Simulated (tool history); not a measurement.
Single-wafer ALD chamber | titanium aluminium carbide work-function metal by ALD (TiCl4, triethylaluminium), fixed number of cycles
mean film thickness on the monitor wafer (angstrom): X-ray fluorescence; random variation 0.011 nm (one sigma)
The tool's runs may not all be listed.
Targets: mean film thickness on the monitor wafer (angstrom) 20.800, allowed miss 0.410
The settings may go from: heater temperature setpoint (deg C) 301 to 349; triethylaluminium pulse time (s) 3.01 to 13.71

run	hour	heater temperature setpoint (deg C)	triethylaluminium pulse time (s)	mean film thickness on the monitor wafer (angstrom)
1	0.0	325	8.36	23.940
2	7.4	321	8.36	23.677
3	8.8	321	10.22	23.914
4	12.1	328	10.22	24.880
5	20.9	325	9.82	24.623
6	25.8	325	8.09	23.476
7	32.8	323	7.76	23.207
8	37.3	321	7.56	22.871
9	42.2	309	5.76	20.132
10	48.7	309	5.78	20.023
11	54.2	309	5.80	20.031
12	59.9	309	5.82	20.253
13	67.0	309	5.84	19.892
14	69.2	309	5.84	19.832
15	70.1	318	6.74	21.928

Which of these 4 next moves meets every target?
A	71.0	309	5.78	?
B	71.0	306	6.76	?
C	71.0	332	6.83	?
D	71.0	328	5.78	?

move	mean film thickness on the monitor wafer (angstrom)
A	19.951
B	20.743
C	23.238
D	21.634
A: takes the result that was furthest off past its target
B: meets every target
C: further off than the last run
D: nearer than the last run, and not there yet
Move B is the one to make.
